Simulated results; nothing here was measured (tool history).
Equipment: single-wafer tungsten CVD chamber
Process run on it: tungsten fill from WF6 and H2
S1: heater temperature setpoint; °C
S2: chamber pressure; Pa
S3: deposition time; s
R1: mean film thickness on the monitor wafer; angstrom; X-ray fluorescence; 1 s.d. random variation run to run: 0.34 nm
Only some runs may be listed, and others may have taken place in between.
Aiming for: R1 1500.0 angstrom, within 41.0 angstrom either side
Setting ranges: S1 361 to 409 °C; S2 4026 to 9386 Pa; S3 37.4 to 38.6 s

| run | day | S1 | S2 | S3 | R1 |
|---|---|---|---|---|---|
| 1 | 0.000 | 385 | 6706 | 37.4 | 1065.0 |
| 2 | 0.217 | 390 | 6759 | 37.4 | 1194.4 |
| 3 | 0.379 | 393 | 6786 | 37.4 | 1275.6 |
| 4 | 0.550 | 389 | 6786 | 37.4 | 1175.0 |
| 5 | 0.817 | 389 | 7533 | 37.4 | 1243.2 |
| 6 | 0.904 | 389 | 8519 | 37.4 | 1330.3 |
| 7 | 1.179 | 391 | 8533 | 37.4 | 1391.6 |
| 8 | 1.238 | 392 | 8546 | 37.4 | 1423.2 |
| 9 | 1.329 | 393 | 8546 | 37.4 | 1456.7 |

Exactly one of the 5 candidate moves below puts every result within its allowed miss. Which one?
| A | 1.421 | 395 | 8879 | 37.9 | ? |
| B | 1.421 | 396 | 8319 | 38.6 | ? |
| C | 1.421 | 391 | 9039 | 38.6 | ? |
| D | 1.421 | 395 | 8813 | 38.3 | ? |
| E | 1.421 | 400 | 7466 | 38.6 | ? |

| move | R1 |
|---|---|
| A | 1565.9 |
| B | 1573.7 |
| C | 1477.4 |
| D | 1576.2 |
| E | 1610.0 |
A: takes the biggest miss from the last run beyond its target
B: takes the biggest miss from the last run beyond its target
C: all results in spec
D: takes the biggest miss from the last run beyond its target
E: takes the biggest miss from the last run beyond its target
Correct choice: C, which meets every target
